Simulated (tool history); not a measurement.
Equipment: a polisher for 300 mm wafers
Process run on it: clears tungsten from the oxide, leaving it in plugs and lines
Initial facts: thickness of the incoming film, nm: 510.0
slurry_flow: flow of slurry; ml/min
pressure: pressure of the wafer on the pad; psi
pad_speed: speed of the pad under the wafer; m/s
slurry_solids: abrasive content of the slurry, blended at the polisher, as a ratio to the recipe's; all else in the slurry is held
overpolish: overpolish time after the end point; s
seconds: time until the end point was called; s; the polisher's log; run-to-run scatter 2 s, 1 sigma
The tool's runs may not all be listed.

Run 1, hour 0.0: slurry_flow 320 ml/min, pressure 4.3 psi, pad_speed 0.96 m/s, slurry_solids 1.0, overpolish 36 s. Result: seconds 118.23 s.
Run 2, hour 7.0: slurry_flow 320 ml/min, pressure 4.3 psi, pad_speed 0.96 m/s, slurry_solids 1.0, overpolish 36 s. Result: seconds 119.44 s.
Run 3, hour 15.9: slurry_flow 320 ml/min, pressure 4.3 psi, pad_speed 0.96 m/s, slurry_solids 1.0, overpolish 39 s. Result: seconds 116.87 s.
Run 4, hour 19.4: slurry_flow 320 ml/min, pressure 4.3 psi, pad_speed 0.96 m/s, slurry_solids 1.0, overpolish 39 s. Result: seconds 118.03 s.
Run 5, hour 26.6: slurry_flow 320 ml/min, pressure 3.9 psi, pad_speed 0.94 m/s, slurry_solids 1.0, overpolish 39 s. Result: seconds 134.40 s.
Run 6, hour 28.7: slurry_flow 320 ml/min, pressure 3.9 psi, pad_speed 1.12 m/s, slurry_solids 1.0, overpolish 39 s. Result: seconds 115.11 s.
Run 7, hour 31.7: slurry_flow 320 ml/min, pressure 3.6 psi, pad_speed 1.10 m/s, slurry_solids 1.0, overpolish 39 s. Result: seconds 124.34 s.
Run 8, hour 38.4: slurry_flow 320 ml/min, pressure 3.3 psi, pad_speed 1.06 m/s, slurry_solids 1.0, overpolish 39 s. Result: seconds 140.93 s.
Run 9, hour 40.8: slurry_flow 320 ml/min, pressure 3.1 psi, pad_speed 1.04 m/s, slurry_solids 1.0, overpolish 39 s. Result: seconds 155.06 s.
Run 10, hour 43.9: slurry_flow 320 ml/min, pressure 2.9 psi, pad_speed 1.04 m/s, slurry_solids 1.0, overpolish 39 s. Result: seconds 163.64 s.
Run 11, hour 46.9: slurry_flow 315 ml/min, pressure 1.9 psi, pad_speed 0.94 m/s, slurry_solids 1.0, overpolish 39 s. Result: seconds 263.82 s.
Run 12, hour 47.6: slurry_flow 330 ml/min, pressure 2.4 psi, pad_speed 0.94 m/s, slurry_solids 1.0, overpolish 39 s. Result: seconds 210.61 s.
Run 13, hour 48.3: slurry_flow 320 ml/min, pressure 2.4 psi, pad_speed 0.94 m/s, slurry_solids 1.0, overpolish 39 s. Result: seconds 209.63 s.

Run 14 has not been measured yet. What should we expect?
Run 14, hour 49.8: slurry_flow 310 ml/min, pressure 2.4 psi, pad_speed 0.94 m/s, slurry_solids 1.0, overpolish 39 s. Result: seconds ?.

Logged for run 14: seconds 213.62 s.
